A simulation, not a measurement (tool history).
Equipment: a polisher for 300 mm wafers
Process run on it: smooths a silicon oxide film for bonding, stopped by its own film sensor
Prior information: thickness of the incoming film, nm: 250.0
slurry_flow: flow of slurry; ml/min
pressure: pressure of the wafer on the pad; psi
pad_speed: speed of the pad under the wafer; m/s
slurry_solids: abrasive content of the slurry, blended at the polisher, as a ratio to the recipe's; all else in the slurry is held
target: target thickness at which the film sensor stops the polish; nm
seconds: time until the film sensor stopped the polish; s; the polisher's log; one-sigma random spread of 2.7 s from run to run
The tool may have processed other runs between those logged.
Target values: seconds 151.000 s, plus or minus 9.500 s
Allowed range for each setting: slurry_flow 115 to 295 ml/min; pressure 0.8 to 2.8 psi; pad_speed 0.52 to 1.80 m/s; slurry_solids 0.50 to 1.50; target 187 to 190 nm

| run | hour | slurry_flow | pressure | pad_speed | slurry_solids | target | seconds |
|---|---|---|---|---|---|---|---|
| 1 | 0.0 | 190 | 1.8 | 1.16 | 1.00 | 190 | 94.693 |
| 2 | 4.6 | 190 | 1.8 | 1.16 | 1.20 | 190 | 90.419 |
| 3 | 11.3 | 190 | 1.6 | 1.14 | 1.20 | 190 | 95.958 |
| 4 | 14.9 | 190 | 1.6 | 1.14 | 1.35 | 190 | 90.780 |
| 5 | 18.9 | 190 | 1.4 | 1.08 | 1.35 | 190 | 104.870 |
| 6 | 24.0 | 190 | 1.3 | 1.04 | 1.35 | 190 | 112.840 |
| 7 | 31.4 | 190 | 1.2 | 1.02 | 1.35 | 190 | 117.010 |
| 8 | 36.0 | 190 | 1.1 | 0.98 | 1.35 | 190 | 124.240 |
| 9 | 38.2 | 190 | 1.0 | 0.96 | 1.35 | 190 | 134.870 |

Consider the 5 candidate settings below. Which is the only one whose results all fall within their allowed miss of target?
| A | 40.4 | 170 | 1.2 | 0.70 | 1.35 | 187 | ? |
| B | 40.4 | 180 | 1.4 | 0.98 | 1.20 | 190 | ? |
| C | 40.4 | 240 | 1.0 | 1.10 | 1.25 | 190 | ? |
| D | 40.4 | 195 | 1.1 | 1.14 | 1.50 | 190 | ? |
| E | 40.4 | 180 | 1.3 | 0.74 | 1.40 | 188 | ? |

| move | seconds |
|---|---|
| A | 173.680 |
| B | 121.410 |
| C | 124.220 |
| D | 109.720 |
| E | 152.850 |
A: takes the biggest miss from the last run beyond its target
B: lands further from the targets than the last run did
C: lands further from the targets than the last run did
D: lands further from the targets than the last run did
E: hits every target within its allowed miss
Correct choice: E, which meets every target

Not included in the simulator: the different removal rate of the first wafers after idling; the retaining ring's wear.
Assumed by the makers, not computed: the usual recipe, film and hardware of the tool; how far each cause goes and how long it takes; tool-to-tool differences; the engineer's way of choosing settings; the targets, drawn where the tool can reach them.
